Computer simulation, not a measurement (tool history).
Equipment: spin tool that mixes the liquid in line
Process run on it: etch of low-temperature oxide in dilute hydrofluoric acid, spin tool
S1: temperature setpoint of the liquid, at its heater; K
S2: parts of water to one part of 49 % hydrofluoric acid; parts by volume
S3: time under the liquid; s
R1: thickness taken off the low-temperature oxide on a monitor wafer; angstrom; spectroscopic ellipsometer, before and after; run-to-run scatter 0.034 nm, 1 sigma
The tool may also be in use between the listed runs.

{"run": 1, "day": 0.0, "S1": 296.15, "S2": 145, "S3": 45, "R1": 60.448}
{"run": 2, "day": 0.321, "S1": 295.65, "S2": 150, "S3": 45, "R1": 57.166}
{"run": 3, "day": 0.567, "S1": 295.15, "S2": 155, "S3": 45, "R1": 54.631}
{"run": 4, "day": 0.683, "S1": 295.15, "S2": 155, "S3": 45, "R1": 52.844}
{"run": 5, "day": 0.833, "S1": 295.15, "S2": 155, "S3": 45, "R1": 53.394}
{"run": 6, "day": 0.908, "S1": 295.15, "S2": 190, "S3": 45, "R1": 41.957}
{"run": 7, "day": 1.158, "S1": 294.65, "S2": 190, "S3": 45, "R1": 40.646}
{"run": 8, "day": 1.533, "S1": 294.15, "S2": 190, "S3": 45, "R1": 40.631}

What does the tool deliver on the next run?
{"run": 9, "day": 1.588, "S1": 293.65, "S2": 190, "S3": 45, "R1": "?"}

{"run 9": {"R1": 39.821}}

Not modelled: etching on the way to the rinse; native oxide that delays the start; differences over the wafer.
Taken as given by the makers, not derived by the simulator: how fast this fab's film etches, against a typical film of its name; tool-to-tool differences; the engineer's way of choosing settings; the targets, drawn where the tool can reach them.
